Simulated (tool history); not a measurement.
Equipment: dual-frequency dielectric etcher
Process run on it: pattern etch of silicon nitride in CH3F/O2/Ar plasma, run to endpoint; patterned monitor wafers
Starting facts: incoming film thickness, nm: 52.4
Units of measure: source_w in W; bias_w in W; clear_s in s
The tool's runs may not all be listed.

| run | hour | source_w | bias_w | clear_s |
|---|---|---|---|---|
| 1 | 0 | 390 | 66 | 84.766 |
| 2 | 1 | 390 | 60 | 87.72 |
| 3 | 7 | 410 | 61 | 85.103 |
| 4 | 9.6 | 430 | 62 | 84.381 |
| 5 | 11.4 | 490 | 62 | 79.997 |
| 6 | 13.2 | 440 | 62 | 83.411 |
| 7 | 15.6 | 440 | 62 | 83.212 |
| 8 | 16.2 | 450 | 63 | 82.501 |

Expected results for the next run?
| 9 | 17.6 | 450 | 63 | ? |

clear_s: 82.043 s
